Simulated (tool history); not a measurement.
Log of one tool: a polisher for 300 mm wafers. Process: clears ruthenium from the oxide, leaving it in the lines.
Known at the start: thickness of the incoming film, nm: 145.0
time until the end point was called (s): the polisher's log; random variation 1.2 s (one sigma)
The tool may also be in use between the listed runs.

run	hour	flow of slurry (ml/min)	pressure of the wafer on the pad (psi)	speed of the pad under the wafer (m/s)	overpolish time after the end point (s)	time until the end point was called (s)
1	0	305	1.5	1.12	7	190.74
2	1.1	305	1.5	0.92	7	230.18
3	5.9	235	1.5	0.92	7	236.11
4	12.9	235	1.6	0.94	7	217.23
5	14.3	235	1.7	0.96	7	201.61
6	22.3	235	1.8	0.98	7	184.24
7	25.3	235	1.9	1	7	172.16

The next listed run, before its measurement:
8	30.8	235	1.9	1	7	?

time until the end point was called (s): 177.38
